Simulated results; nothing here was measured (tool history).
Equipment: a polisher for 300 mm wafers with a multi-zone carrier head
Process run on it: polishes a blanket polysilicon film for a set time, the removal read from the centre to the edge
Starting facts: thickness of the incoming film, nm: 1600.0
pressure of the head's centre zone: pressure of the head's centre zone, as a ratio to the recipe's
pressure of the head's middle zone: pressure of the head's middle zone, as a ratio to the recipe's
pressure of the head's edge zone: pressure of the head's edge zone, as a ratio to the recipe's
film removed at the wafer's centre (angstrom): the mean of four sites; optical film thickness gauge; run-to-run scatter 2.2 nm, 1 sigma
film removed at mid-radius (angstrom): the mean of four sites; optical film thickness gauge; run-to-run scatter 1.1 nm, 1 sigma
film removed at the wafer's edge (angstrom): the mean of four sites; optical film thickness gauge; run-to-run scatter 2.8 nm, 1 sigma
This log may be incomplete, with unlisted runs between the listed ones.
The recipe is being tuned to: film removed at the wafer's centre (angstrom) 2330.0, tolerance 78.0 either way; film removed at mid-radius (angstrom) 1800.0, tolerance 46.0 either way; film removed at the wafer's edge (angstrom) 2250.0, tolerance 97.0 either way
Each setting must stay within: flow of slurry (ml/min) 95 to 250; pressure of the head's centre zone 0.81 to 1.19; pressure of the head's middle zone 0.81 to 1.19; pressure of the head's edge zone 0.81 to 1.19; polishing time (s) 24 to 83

run,hour,flow of slurry (ml/min),pressure of the head's centre zone,pressure of the head's middle zone,pressure of the head's edge zone,polishing time (s),film removed at the wafer's centre (angstrom),film removed at mid-radius (angstrom),film removed at the wafer's edge (angstrom)
1,0.0,160,1.00,1.00,1.00,53,4521.1,4363.3,4542.9
2,6.8,160,1.00,1.00,1.00,65,5597.3,5282.7,5639.1
3,10.0,155,0.99,0.98,0.98,61,5161.8,4880.6,5052.1
4,16.3,155,0.99,0.98,0.98,70,5956.9,5588.4,5954.2
5,22.6,155,0.99,0.98,0.98,64,5393.3,5129.7,5428.1
6,24.9,125,0.99,0.98,0.98,64,5082.1,4816.6,5223.7
7,27.1,120,0.99,0.96,0.97,60,4778.5,4383.1,4823.9
8,27.8,95,0.89,0.86,0.87,45,2926.1,2835.4,3277.5
9,32.5,95,0.99,0.81,0.91,30,2158.5,1780.0,2269.4
10,38.0,95,1.00,0.81,0.91,30,2183.2,1771.5,2247.3
11,43.0,105,1.03,0.81,0.91,30,2345.8,1850.6,2295.8

Which single option among these 5 for the next run brings every result within its allowed miss of target? Just one does.
A,48.0,140,1.03,0.81,1.00,29,?,?,?
B,48.0,95,1.09,0.81,0.96,32,?,?,?
C,48.0,165,1.03,0.81,0.97,26,?,?,?
D,48.0,100,1.09,0.83,0.85,31,?,?,?
E,48.0,110,0.98,0.81,0.95,31,?,?,?

move,film removed at the wafer's centre (angstrom),film removed at mid-radius (angstrom),film removed at the wafer's edge (angstrom)
A,2451.4,1919.3,2379.8
B,2511.6,1887.8,2379.7
C,2285.2,1781.5,2155.9
D,2486.1,1900.7,2206.4
E,2315.2,1923.5,2372.4
A: its largest miss is bigger than the last run's
B: its largest miss is bigger than the last run's
C: all results land within tolerance of their targets
D: its largest miss is bigger than the last run's
E: its largest miss is bigger than the last run's
C is the move that brings every result within its allowed miss.
